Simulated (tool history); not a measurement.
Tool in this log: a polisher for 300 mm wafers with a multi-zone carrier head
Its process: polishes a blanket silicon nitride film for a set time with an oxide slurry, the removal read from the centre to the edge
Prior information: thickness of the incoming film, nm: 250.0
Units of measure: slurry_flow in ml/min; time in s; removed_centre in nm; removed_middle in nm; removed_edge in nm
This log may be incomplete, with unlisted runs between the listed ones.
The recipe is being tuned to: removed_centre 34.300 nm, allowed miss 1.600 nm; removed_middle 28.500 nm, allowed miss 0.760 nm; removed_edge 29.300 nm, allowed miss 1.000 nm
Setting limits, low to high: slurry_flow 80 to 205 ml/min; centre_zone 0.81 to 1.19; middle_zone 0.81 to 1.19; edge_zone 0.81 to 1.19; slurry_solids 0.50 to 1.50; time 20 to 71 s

run,hour,slurry_flow,centre_zone,middle_zone,edge_zone,slurry_solids,time,removed_centre,removed_middle,removed_edge
1,0.0,135,1.00,1.00,1.00,1.00,45,26.220,25.484,25.744
2,4.7,115,1.00,1.00,1.00,1.00,45,25.385,24.819,24.527
3,7.8,115,1.00,1.00,1.00,0.90,45,24.400,23.781,23.898
4,9.9,135,1.05,1.01,1.03,0.95,45,27.085,25.344,25.528
5,15.7,135,1.05,0.95,1.03,0.95,45,27.264,24.273,25.672
6,21.8,150,1.08,0.97,1.04,0.95,45,28.842,25.484,26.133
7,22.7,160,1.10,0.97,1.06,0.95,45,29.309,25.905,26.434
8,24.8,170,1.12,0.97,1.08,1.00,45,31.113,26.641,27.820
9,29.3,175,1.13,0.98,1.09,1.00,45,32.697,27.132,28.397
10,36.7,180,1.13,0.99,1.09,1.00,45,32.463,26.991,27.965
11,37.8,180,1.13,0.99,1.09,1.00,45,31.885,27.425,27.824
12,41.1,180,1.13,0.99,1.09,1.00,45,31.837,27.149,28.405
13,49.6,185,1.14,1.00,1.09,1.00,45,32.684,27.588,28.388
14,53.5,190,1.15,1.00,1.10,1.00,45,33.289,27.498,28.240

Which one of the following 5 next-run settings gets every result inside its allowed miss? There is exactly one.
A,57.4,185,1.14,0.98,1.06,0.95,48,?,?,?
B,57.4,155,1.15,0.92,1.16,1.20,44,?,?,?
C,57.4,180,1.13,0.94,1.16,1.10,45,?,?,?
D,57.4,200,1.19,0.94,1.07,1.25,42,?,?,?
E,57.4,190,1.18,0.93,1.17,1.00,45,?,?,?

move,removed_centre,removed_middle,removed_edge
A,34.111,28.010,29.341
B,33.157,25.700,30.001
C,33.299,26.658,30.328
D,34.914,26.477,28.789
E,33.906,25.724,29.604
A: all results in spec
B: lands further from the targets than the last run did
C: lands further from the targets than the last run did
D: lands further from the targets than the last run did
E: lands further from the targets than the last run did
The move that meets every target is A.
